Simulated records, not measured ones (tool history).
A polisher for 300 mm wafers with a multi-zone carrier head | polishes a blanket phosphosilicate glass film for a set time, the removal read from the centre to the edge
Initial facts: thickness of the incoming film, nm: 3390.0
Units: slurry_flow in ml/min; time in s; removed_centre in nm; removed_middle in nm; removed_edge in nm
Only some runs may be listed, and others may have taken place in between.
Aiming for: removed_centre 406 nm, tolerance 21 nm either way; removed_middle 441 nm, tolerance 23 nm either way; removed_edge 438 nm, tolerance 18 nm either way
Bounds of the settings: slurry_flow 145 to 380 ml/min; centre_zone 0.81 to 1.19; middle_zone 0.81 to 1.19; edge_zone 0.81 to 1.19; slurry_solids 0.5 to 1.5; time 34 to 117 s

{"run": 1, "hour": 0.0, "slurry_flow": 245, "centre_zone": 1, "middle_zone": 1, "edge_zone": 1, "slurry_solids": 1, "time": 75, "removed_centre": 455.65, "removed_middle": 447.05, "removed_edge": 443.57}
{"run": 2, "hour": 5.9, "slurry_flow": 245, "centre_zone": 1, "middle_zone": 1, "edge_zone": 0.94, "slurry_solids": 1, "time": 75, "removed_centre": 454.81, "removed_middle": 454.86, "removed_edge": 427.75}
{"run": 3, "hour": 7.4, "slurry_flow": 245, "centre_zone": 1, "middle_zone": 1, "edge_zone": 0.94, "slurry_solids": 0.85, "time": 75, "removed_centre": 418.37, "removed_middle": 415.95, "removed_edge": 388.57}
{"run": 4, "hour": 13.5, "slurry_flow": 245, "centre_zone": 0.98, "middle_zone": 1.01, "edge_zone": 0.97, "slurry_solids": 0.9, "time": 75, "removed_centre": 435.08, "removed_middle": 438.83, "removed_edge": 411.88}
{"run": 5, "hour": 15.7, "slurry_flow": 305, "centre_zone": 0.98, "middle_zone": 1.01, "edge_zone": 0.97, "slurry_solids": 0.9, "time": 75, "removed_centre": 432.85, "removed_middle": 434.69, "removed_edge": 423.17}
{"run": 6, "hour": 17.7, "slurry_flow": 260, "centre_zone": 0.98, "middle_zone": 1.01, "edge_zone": 0.97, "slurry_solids": 0.9, "time": 75, "removed_centre": 425.38, "removed_middle": 430.67, "removed_edge": 418.39}
{"run": 7, "hour": 22.1, "slurry_flow": 260, "centre_zone": 0.96, "middle_zone": 1.02, "edge_zone": 0.98, "slurry_solids": 0.9, "time": 75, "removed_centre": 411.65, "removed_middle": 433.38, "removed_edge": 416.87}
{"run": 8, "hour": 29.8, "slurry_flow": 260, "centre_zone": 0.95, "middle_zone": 1.02, "edge_zone": 0.99, "slurry_solids": 0.9, "time": 75, "removed_centre": 414.77, "removed_middle": 438.77, "removed_edge": 413.1}
{"hour": 31.7, "done": "worn pad replaced by a new one"}
{"run": 9, "hour": 31.7, "slurry_flow": 265, "centre_zone": 0.94, "middle_zone": 1.02, "edge_zone": 1.01, "slurry_solids": 0.9, "time": 75, "removed_centre": 451.87, "removed_middle": 473.55, "removed_edge": 455.21}

Which one of the following 4 next-run settings gets every result inside its allowed miss? There is exactly one.
{"run": "A", "hour": 33.6, "slurry_flow": 195, "centre_zone": 0.93, "middle_zone": 1.03, "edge_zone": 1.08, "slurry_solids": 0.85, "time": 75, "removed_centre": "?", "removed_middle": "?", "removed_edge": "?"}
{"run": "B", "hour": 33.6, "slurry_flow": 270, "centre_zone": 0.94, "middle_zone": 0.98, "edge_zone": 1.04, "slurry_solids": 1, "time": 76, "removed_centre": "?", "removed_middle": "?", "removed_edge": "?"}
{"run": "C", "hour": 33.6, "slurry_flow": 180, "centre_zone": 1.02, "middle_zone": 0.99, "edge_zone": 1.02, "slurry_solids": 0.8, "time": 80, "removed_centre": "?", "removed_middle": "?", "removed_edge": "?"}
{"run": "D", "hour": 33.6, "slurry_flow": 275, "centre_zone": 0.96, "middle_zone": 1.02, "edge_zone": 1, "slurry_solids": 0.85, "time": 82, "removed_centre": "?", "removed_middle": "?", "removed_edge": "?"}

move=A removed_centre=396.01 removed_middle=434.96 removed_edge=448.36
move=B removed_centre=464.43 removed_middle=484.93 removed_edge=503.78
move=C removed_centre=440.73 removed_middle=429.16 removed_edge=444.25
move=D removed_centre=468.05 removed_middle=492.19 removed_edge=486.98
A: every result within its allowed miss
B: its largest miss is bigger than the last run's
C: moves toward the targets from the last run without getting all of them in spec
D: its largest miss is bigger than the last run's
Go with A: it meets all targets.
